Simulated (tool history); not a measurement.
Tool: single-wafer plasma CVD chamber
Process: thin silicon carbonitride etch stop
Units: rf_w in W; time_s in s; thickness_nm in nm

| run | hour | rf_w | time_s | thickness_nm |
|---|---|---|---|---|
| 1 | 0 | 180 | 26.3 | 13.575 |
| 2 | 1.2 | 180 | 24.9 | 12.764 |
| 3 | 7.4 | 185 | 26.4 | 13.785 |
| 4 | 9.1 | 185 | 23.2 | 12.001 |
| 5 | 9.9 | 160 | 23.2 | 11.445 |
| 6 | 17 | 170 | 25 | 12.587 |
| 7 | 21.9 | 180 | 26.4 | 13.569 |

Forecast run 8:
| 8 | 28.1 | 190 | 27.5 | ? |

{"run 8": {"thickness_nm": 14.379}}
